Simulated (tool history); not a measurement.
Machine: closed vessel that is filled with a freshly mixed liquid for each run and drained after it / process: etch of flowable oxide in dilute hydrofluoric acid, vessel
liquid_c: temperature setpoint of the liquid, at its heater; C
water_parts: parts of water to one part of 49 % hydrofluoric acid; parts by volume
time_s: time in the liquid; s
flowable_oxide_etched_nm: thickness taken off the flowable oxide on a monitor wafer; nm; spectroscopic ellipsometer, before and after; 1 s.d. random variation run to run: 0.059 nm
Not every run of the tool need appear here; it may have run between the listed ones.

run	hour	liquid_c	water_parts	time_s	flowable_oxide_etched_nm
1	0.0	24.0	120	30	7.0784
2	1.2	23.5	120	30	7.1466
3	3.5	23.5	120	30	6.9538
4	7.2	23.5	90	30	9.4791
5	9.2	23.5	90	30	9.8033
6	12.6	26.0	90	30	10.7100
7	20.5	24.5	95	30	9.4008
8	29.0	23.0	100	30	8.4615
9	31.7	22.0	100	30	8.0940

The next listed run, before its measurement:
10	37.0	21.0	100	30	?

{"run 10": {"flowable_oxide_etched_nm": 7.8034}}

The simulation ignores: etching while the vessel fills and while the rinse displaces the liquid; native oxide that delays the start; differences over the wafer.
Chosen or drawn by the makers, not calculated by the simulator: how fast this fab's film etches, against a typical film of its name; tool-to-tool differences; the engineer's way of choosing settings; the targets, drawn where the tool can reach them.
